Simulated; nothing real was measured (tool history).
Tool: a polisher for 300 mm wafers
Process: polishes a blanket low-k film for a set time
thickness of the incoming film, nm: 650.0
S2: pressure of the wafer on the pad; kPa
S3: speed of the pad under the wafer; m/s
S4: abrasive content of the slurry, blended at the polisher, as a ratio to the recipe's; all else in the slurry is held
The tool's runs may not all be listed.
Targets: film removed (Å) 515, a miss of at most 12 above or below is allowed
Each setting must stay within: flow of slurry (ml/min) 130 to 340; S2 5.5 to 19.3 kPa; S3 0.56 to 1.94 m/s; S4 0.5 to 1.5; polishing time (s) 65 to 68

run 1 hour=0 | flow_of_slurry_(ml/min)=220 S2=12.4 S3=1.24 S4=1 polishing_time_(s)=65 | film_removed_(Å)=305.05
run 2 hour=6.9 | flow_of_slurry_(ml/min)=225 S2=13.8 S3=1.24 S4=1 polishing_time_(s)=65 | film_removed_(Å)=333.92
run 3 hour=13 | flow_of_slurry_(ml/min)=230 S2=15.2 S3=1.26 S4=1 polishing_time_(s)=65 | film_removed_(Å)=369.41
run 4 hour=16.5 | flow_of_slurry_(ml/min)=230 S2=15.9 S3=1.28 S4=1 polishing_time_(s)=65 | film_removed_(Å)=384.9
run 5 hour=23.6 | flow_of_slurry_(ml/min)=230 S2=15.9 S3=1.48 S4=1 polishing_time_(s)=65 | film_removed_(Å)=430.34
run 6 hour=25.2 | flow_of_slurry_(ml/min)=280 S2=15.9 S3=1.48 S4=1 polishing_time_(s)=65 | film_removed_(Å)=444.43
run 7 hour=27.4 | flow_of_slurry_(ml/min)=280 S2=15.9 S3=1.48 S4=1 polishing_time_(s)=65 | film_removed_(Å)=436.94
run 8 hour=32.4 | flow_of_slurry_(ml/min)=280 S2=16.5 S3=1.48 S4=1 polishing_time_(s)=65 | film_removed_(Å)=454.51
run 9 hour=35.6 | flow_of_slurry_(ml/min)=280 S2=16.5 S3=1.48 S4=1 polishing_time_(s)=65 | film_removed_(Å)=456.49
run 10 hour=38.7 | flow_of_slurry_(ml/min)=300 S2=17.9 S3=1.48 S4=1 polishing_time_(s)=65 | film_removed_(Å)=490.25

Exercise: of the 4 proposed moves below, exactly one satisfies all targets within the stated allowed misses. Which move is it?
run A hour=41.8 | flow_of_slurry_(ml/min)=280 S2=16.5 S3=1.6 S4=1.05 polishing_time_(s)=67 | film_removed_(Å)=?
run B hour=41.8 | flow_of_slurry_(ml/min)=225 S2=17.9 S3=1.44 S4=1.05 polishing_time_(s)=65 | film_removed_(Å)=?
run C hour=41.8 | flow_of_slurry_(ml/min)=255 S2=19.3 S3=1.3 S4=1.05 polishing_time_(s)=65 | film_removed_(Å)=?
run D hour=41.8 | flow_of_slurry_(ml/min)=295 S2=17.9 S3=1.28 S4=1 polishing_time_(s)=67 | film_removed_(Å)=?

move=A film_removed_(Å)=510.43
move=B film_removed_(Å)=473.77
move=C film_removed_(Å)=471.19
move=D film_removed_(Å)=448.89
A: all results in spec
B: moves away from the targets compared with the last run
C: moves away from the targets compared with the last run
D: moves away from the targets compared with the last run
A meets every target.
